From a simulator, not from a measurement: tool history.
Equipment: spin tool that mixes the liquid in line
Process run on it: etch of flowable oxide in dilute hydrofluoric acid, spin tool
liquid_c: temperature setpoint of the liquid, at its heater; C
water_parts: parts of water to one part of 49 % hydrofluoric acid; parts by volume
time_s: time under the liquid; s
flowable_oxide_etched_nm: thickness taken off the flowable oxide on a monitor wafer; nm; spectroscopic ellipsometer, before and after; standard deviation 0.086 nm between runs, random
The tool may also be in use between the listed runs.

run,day,liquid_c,water_parts,time_s,flowable_oxide_etched_nm
1,0,20,245,270,41.515
2,0.154,19.5,265,270,37.11
3,0.379,17,265,270,33.699
4,0.679,17,265,290,36.236
5,0.858,20.5,265,290,41.147
6,1.217,19.5,285,290,36.427
7,1.488,19,300,290,33.51
8,1.612,19,300,290,33.418
9,1.925,18.5,315,290,31.111

The next listed run, before its measurement:
10,1.95,18,325,290,?

For run 10 the tool returned flowable_oxide_etched_nm 29.224 nm.
